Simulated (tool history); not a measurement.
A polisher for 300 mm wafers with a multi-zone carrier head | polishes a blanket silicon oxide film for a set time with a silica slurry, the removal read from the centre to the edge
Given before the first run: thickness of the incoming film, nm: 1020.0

| run | hour | flow of slurry (ml/min) | pressure of the head's centre zone | pressure of the head's middle zone | pressure of the head's edge zone | abrasive content of the slurry | polishing time (s) | film removed at the wafer's centre (nm) | film removed at mid-radius (nm) | film removed at the wafer's edge (nm) |
|---|---|---|---|---|---|---|---|---|---|---|
| 1 | 0 | 200 | 1 | 1 | 1 | 1 | 90 | 211.51 | 206.67 | 208.5 |
| 2 | 3.2 | 195 | 1.01 | 0.97 | 0.99 | 0.95 | 90 | 206.02 | 197.05 | 205.99 |
| 3 | 4.9 | 195 | 1.01 | 0.97 | 0.99 | 0.95 | 98 | 228.07 | 220 | 224.33 |
| 4 | 6 | 195 | 1.03 | 0.95 | 0.98 | 0.9 | 95 | 217.53 | 202.98 | 204.22 |
| 5 | 6.9 | 190 | 1.04 | 0.93 | 1 | 0.85 | 94 | 212.16 | 187.35 | 199.86 |
| 6 | 13.5 | 185 | 1.04 | 0.91 | 1 | 0.8 | 93 | 205.83 | 178.53 | 196.47 |
| 7 | 20.7 | 185 | 1.04 | 0.9 | 0.99 | 0.75 | 92 | 196.34 | 171.97 | 183.63 |
| 8 | 25.3 | 180 | 1.04 | 0.89 | 0.99 | 0.7 | 92 | 185.11 | 162.78 | 178.84 |

Run 9 is up next; what results do you expect?
| 9 | 31.6 | 175 | 1.05 | 0.88 | 0.99 | 0.7 | 92 | ? | ? | ? |

{"run 9": {"film removed at the wafer's centre (nm)": 191.22, "film removed at mid-radius (nm)": 158.1, "film removed at the wafer's edge (nm)": 177.03}}
